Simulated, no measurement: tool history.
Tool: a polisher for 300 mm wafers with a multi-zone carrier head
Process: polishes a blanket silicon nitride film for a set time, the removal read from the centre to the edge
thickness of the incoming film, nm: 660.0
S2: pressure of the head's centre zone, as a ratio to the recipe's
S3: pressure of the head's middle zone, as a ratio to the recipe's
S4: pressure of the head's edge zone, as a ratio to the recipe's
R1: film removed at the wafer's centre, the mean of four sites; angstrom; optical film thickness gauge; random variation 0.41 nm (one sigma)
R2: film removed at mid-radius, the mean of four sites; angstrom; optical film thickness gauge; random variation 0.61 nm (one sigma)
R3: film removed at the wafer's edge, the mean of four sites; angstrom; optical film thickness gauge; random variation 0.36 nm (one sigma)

{"run": 1, "hour": 0.0, "flow of slurry (ml/min)": 235, "S2": 1, "S3": 1, "S4": 1, "polishing time (s)": 33, "R1": 628.41, "R2": 609.07, "R3": 617.34}
{"run": 2, "hour": 8.4, "flow of slurry (ml/min)": 225, "S2": 0.99, "S3": 0.99, "S4": 1, "polishing time (s)": 33, "R1": 640.51, "R2": 616.95, "R3": 616.91}
{"run": 3, "hour": 10.8, "flow of slurry (ml/min)": 230, "S2": 0.97, "S3": 0.97, "S4": 1, "polishing time (s)": 33, "R1": 615.25, "R2": 600.95, "R3": 617.8}
{"run": 4, "hour": 17.5, "flow of slurry (ml/min)": 195, "S2": 0.97, "S3": 0.97, "S4": 1, "polishing time (s)": 33, "R1": 594.92, "R2": 581.62, "R3": 607.73}
{"run": 5, "hour": 18.8, "flow of slurry (ml/min)": 190, "S2": 0.97, "S3": 0.96, "S4": 1, "polishing time (s)": 33, "R1": 602.67, "R2": 588.08, "R3": 608.56}
{"run": 6, "hour": 24.5, "flow of slurry (ml/min)": 185, "S2": 0.96, "S3": 0.95, "S4": 1, "polishing time (s)": 33, "R1": 593.97, "R2": 572.45, "R3": 607.47}

Forecast run 7:
{"run": 7, "hour": 31.9, "flow of slurry (ml/min)": 180, "S2": 0.95, "S3": 0.95, "S4": 1, "polishing time (s)": 33, "R1": "?", "R2": "?", "R3": "?"}

{"run 7": {"R1": 587.12, "R2": 572.16, "R3": 597.59}}
